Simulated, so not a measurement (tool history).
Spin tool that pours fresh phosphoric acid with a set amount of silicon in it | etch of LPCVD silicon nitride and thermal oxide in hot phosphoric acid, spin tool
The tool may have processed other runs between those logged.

run	day	temperature setpoint of the liquid (C)	silicon dissolved in the acid as it is poured (mg a litre)	time under the liquid (s)	thickness taken off the LPCVD silicon nitride on a monitor wafer (Å)	thickness taken off the thermal oxide on a monitor wafer (Å)
1	0	162	24.5	180	170.07	3.3773
2	0.371	162.5	29.5	190	180.79	3.1029
3	0.433	164	29.5	190	190.63	3.0732
4	0.483	164	17.5	190	191.1	4.8019
5	0.521	162.5	17.5	190	182.76	4.1842
6	0.762	163	23.5	200	196.87	3.1853
7	0.8	163.5	26	205	204.97	4.1526

Run 8 is up next; what results do you expect?
8	1.146	163.5	30.5	210	?	?

thickness taken off the LPCVD silicon nitride on a monitor wafer (Å): 208.86
thickness taken off the thermal oxide on a monitor wafer (Å): 4.0488

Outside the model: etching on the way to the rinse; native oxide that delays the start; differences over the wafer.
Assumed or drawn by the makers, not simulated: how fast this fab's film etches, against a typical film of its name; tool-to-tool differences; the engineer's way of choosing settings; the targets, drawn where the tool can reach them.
